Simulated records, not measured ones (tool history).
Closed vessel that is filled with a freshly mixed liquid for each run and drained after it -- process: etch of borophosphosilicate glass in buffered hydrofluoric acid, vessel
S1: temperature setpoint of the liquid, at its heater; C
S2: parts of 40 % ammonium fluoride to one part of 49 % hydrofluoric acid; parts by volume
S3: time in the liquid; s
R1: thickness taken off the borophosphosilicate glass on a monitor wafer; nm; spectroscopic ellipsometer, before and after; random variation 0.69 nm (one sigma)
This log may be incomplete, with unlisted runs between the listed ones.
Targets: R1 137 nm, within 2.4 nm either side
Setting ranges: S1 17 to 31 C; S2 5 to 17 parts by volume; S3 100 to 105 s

run 1 day=0 | S1=23 S2=10.5 S3=100 | R1=176.23
run 2 day=0.083 | S1=23 S2=11.5 S3=100 | R1=160.56
run 3 day=0.321 | S1=22.5 S2=11.5 S3=100 | R1=157.61
run 4 day=0.379 | S1=22.5 S2=11.5 S3=105 | R1=165.21
run 5 day=0.5 | S1=22 S2=11.5 S3=105 | R1=159.23
run 6 day=0.696 | S1=21.5 S2=11.5 S3=105 | R1=155.35
run 7 day=0.975 | S1=21 S2=11.5 S3=105 | R1=152.71
run 8 day=1.117 | S1=20.5 S2=11.5 S3=105 | R1=146.09

Which single option among these 4 for the next run brings every result within its allowed miss of target? Just one does.
run A day=1.258 | S1=20 S2=11.5 S3=105 | R1=?
run B day=1.258 | S1=19.5 S2=9 S3=100 | R1=?
run C day=1.258 | S1=18.5 S2=9.5 S3=100 | R1=?
run D day=1.258 | S1=20 S2=12 S3=105 | R1=?

move=A R1=143.71
move=B R1=163.39
move=C R1=149.3
move=D R1=137.81
A: moves toward the targets from the last run without getting all of them in spec
B: misses by more than the last run did
C: misses by more than the last run did
D: all results in spec
D is the move that brings every result within its allowed miss.

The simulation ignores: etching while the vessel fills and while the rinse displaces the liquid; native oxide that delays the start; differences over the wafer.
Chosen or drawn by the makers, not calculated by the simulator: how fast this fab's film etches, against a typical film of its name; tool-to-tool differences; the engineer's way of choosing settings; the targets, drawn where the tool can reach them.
